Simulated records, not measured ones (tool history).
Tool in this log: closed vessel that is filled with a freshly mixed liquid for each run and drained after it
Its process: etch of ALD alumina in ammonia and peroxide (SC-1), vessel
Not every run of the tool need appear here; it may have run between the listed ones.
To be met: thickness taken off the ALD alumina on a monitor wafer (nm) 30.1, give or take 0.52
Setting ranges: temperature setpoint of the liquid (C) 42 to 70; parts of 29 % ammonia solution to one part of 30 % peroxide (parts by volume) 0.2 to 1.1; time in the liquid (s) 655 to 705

run	hour	temperature setpoint of the liquid (C)	parts of 29 % ammonia solution to one part of 30 % peroxide (parts by volume)	time in the liquid (s)	thickness taken off the ALD alumina on a monitor wafer (nm)
1	0	58	0.6	655	52.215
2	1.2	58	0.6	705	56.371
3	3.8	54.5	0.6	705	46.816
4	13.1	58.5	0.6	705	57.664
5	21	58.5	0.4	705	55.375
6	23.8	56	0.4	705	48.755
7	27.7	54	0.4	705	43.871
8	34.4	52.5	0.4	705	40.564
9	35.9	51	0.4	705	37.37
10	37.2	50	0.4	705	35.095
11	39.3	49.5	0.4	705	34.267
12	45.5	49	0.4	705	33.597
13	50	48.5	0.4	705	32.32
14	58.3	48	0.4	705	31.398

5 candidate next runs follow, results not yet known. Just one meets every target within its allowed miss. Identify it.
A	66.6	46	0.45	705	?
B	66.6	49	0.2	655	?
C	66.6	46	0.65	685	?
D	66.6	50	0.3	695	?
E	66.6	46.5	0.55	705	?

move	thickness taken off the ALD alumina on a monitor wafer (nm)
A	28.398
B	28.886
C	28.578
D	33.67
E	29.776
A: takes the result that was furthest off past its target
B: takes the result that was furthest off past its target
C: takes the result that was furthest off past its target
D: its largest miss is bigger than the last run's
E: each result inside its tolerance
The right move is E.
